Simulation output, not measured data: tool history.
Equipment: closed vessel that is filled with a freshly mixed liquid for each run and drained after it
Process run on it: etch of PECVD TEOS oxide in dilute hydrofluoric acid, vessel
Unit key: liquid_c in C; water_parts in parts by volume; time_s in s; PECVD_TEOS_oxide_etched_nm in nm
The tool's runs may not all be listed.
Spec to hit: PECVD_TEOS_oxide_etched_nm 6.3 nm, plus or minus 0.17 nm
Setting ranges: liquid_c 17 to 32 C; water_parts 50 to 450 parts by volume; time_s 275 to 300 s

{"run": 1, "hour": 0.0, "liquid_c": 24, "water_parts": 250, "time_s": 275, "PECVD_TEOS_oxide_etched_nm": 10.412}
{"run": 2, "hour": 5.5, "liquid_c": 22, "water_parts": 265, "time_s": 275, "PECVD_TEOS_oxide_etched_nm": 8.8497}
{"run": 3, "hour": 6.8, "liquid_c": 22, "water_parts": 190, "time_s": 275, "PECVD_TEOS_oxide_etched_nm": 13.387}
{"run": 4, "hour": 14.7, "liquid_c": 19, "water_parts": 190, "time_s": 275, "PECVD_TEOS_oxide_etched_nm": 12.014}
{"run": 5, "hour": 21.5, "liquid_c": 19, "water_parts": 150, "time_s": 275, "PECVD_TEOS_oxide_etched_nm": 15.867}
{"run": 6, "hour": 23.5, "liquid_c": 19, "water_parts": 150, "time_s": 275, "PECVD_TEOS_oxide_etched_nm": 15.734}
{"run": 7, "hour": 25.6, "liquid_c": 19, "water_parts": 150, "time_s": 275, "PECVD_TEOS_oxide_etched_nm": 15.704}
{"run": 8, "hour": 33.6, "liquid_c": 18.5, "water_parts": 195, "time_s": 275, "PECVD_TEOS_oxide_etched_nm": 11.215}
{"run": 9, "hour": 38.9, "liquid_c": 18, "water_parts": 220, "time_s": 275, "PECVD_TEOS_oxide_etched_nm": 9.6255}
{"run": 10, "hour": 47.2, "liquid_c": 17.5, "water_parts": 240, "time_s": 275, "PECVD_TEOS_oxide_etched_nm": 8.5335}
{"run": 11, "hour": 53.6, "liquid_c": 17.5, "water_parts": 255, "time_s": 275, "PECVD_TEOS_oxide_etched_nm": 7.959}
{"run": 12, "hour": 62.9, "liquid_c": 17.5, "water_parts": 265, "time_s": 275, "PECVD_TEOS_oxide_etched_nm": 7.5299}
{"run": 13, "hour": 71.9, "liquid_c": 17.5, "water_parts": 275, "time_s": 275, "PECVD_TEOS_oxide_etched_nm": 7.1791}
{"run": 14, "hour": 74.0, "liquid_c": 17.5, "water_parts": 280, "time_s": 275, "PECVD_TEOS_oxide_etched_nm": 7.0282}
{"run": 15, "hour": 81.4, "liquid_c": 17.5, "water_parts": 285, "time_s": 275, "PECVD_TEOS_oxide_etched_nm": 6.8611}
{"run": 16, "hour": 90.2, "liquid_c": 17.5, "water_parts": 290, "time_s": 275, "PECVD_TEOS_oxide_etched_nm": 6.7107}
{"run": 17, "hour": 95.1, "liquid_c": 17.5, "water_parts": 295, "time_s": 275, "PECVD_TEOS_oxide_etched_nm": 6.5421}

Which one of the following 5 next-run settings gets every result inside its allowed miss? There is exactly one.
{"run": "A", "hour": 100.0, "liquid_c": 18.5, "water_parts": 305, "time_s": 275, "PECVD_TEOS_oxide_etched_nm": "?"}
{"run": "B", "hour": 100.0, "liquid_c": 18.5, "water_parts": 335, "time_s": 285, "PECVD_TEOS_oxide_etched_nm": "?"}
{"run": "C", "hour": 100.0, "liquid_c": 17, "water_parts": 275, "time_s": 275, "PECVD_TEOS_oxide_etched_nm": "?"}
{"run": "D", "hour": 100.0, "liquid_c": 17, "water_parts": 300, "time_s": 300, "PECVD_TEOS_oxide_etched_nm": "?"}
{"run": "E", "hour": 100.0, "liquid_c": 19, "water_parts": 325, "time_s": 285, "PECVD_TEOS_oxide_etched_nm": "?"}

move=A PECVD_TEOS_oxide_etched_nm=6.5876
move=B PECVD_TEOS_oxide_etched_nm=6.0593
move=C PECVD_TEOS_oxide_etched_nm=7.084
move=D PECVD_TEOS_oxide_etched_nm=6.9361
move=E PECVD_TEOS_oxide_etched_nm=6.4149
A: further off than the last run
B: carries the result that was furthest off beyond its target, to the other side
C: further off than the last run
D: further off than the last run
E: meets every target
Move E is the one to make.
